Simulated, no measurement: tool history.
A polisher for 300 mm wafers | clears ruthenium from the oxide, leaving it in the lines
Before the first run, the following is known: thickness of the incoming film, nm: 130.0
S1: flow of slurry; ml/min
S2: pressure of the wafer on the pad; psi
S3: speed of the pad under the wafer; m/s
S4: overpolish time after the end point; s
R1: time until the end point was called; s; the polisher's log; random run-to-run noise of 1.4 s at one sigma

{"run": 1, "hour": 0.0, "S1": 130, "S2": 2.6, "S3": 0.76, "S4": 35, "R1": 119.68}
{"run": 2, "hour": 7.7, "S1": 130, "S2": 2.6, "S3": 0.9, "S4": 35, "R1": 103.59}
{"run": 3, "hour": 13.7, "S1": 130, "S2": 2.7, "S3": 0.9, "S4": 35, "R1": 99.299}
{"run": 4, "hour": 21.1, "S1": 130, "S2": 2.7, "S3": 0.78, "S4": 35, "R1": 110.08}
{"run": 5, "hour": 23.0, "S1": 130, "S2": 2.8, "S3": 0.78, "S4": 35, "R1": 108.51}
{"run": 6, "hour": 27.3, "S1": 100, "S2": 2.8, "S3": 0.78, "S4": 35, "R1": 114.04}

Run 7 comes next. What will it give?
{"run": 7, "hour": 34.5, "S1": 100, "S2": 2.9, "S3": 0.78, "S4": 35, "R1": "?"}

Run 7 measured R1 107.900 s.

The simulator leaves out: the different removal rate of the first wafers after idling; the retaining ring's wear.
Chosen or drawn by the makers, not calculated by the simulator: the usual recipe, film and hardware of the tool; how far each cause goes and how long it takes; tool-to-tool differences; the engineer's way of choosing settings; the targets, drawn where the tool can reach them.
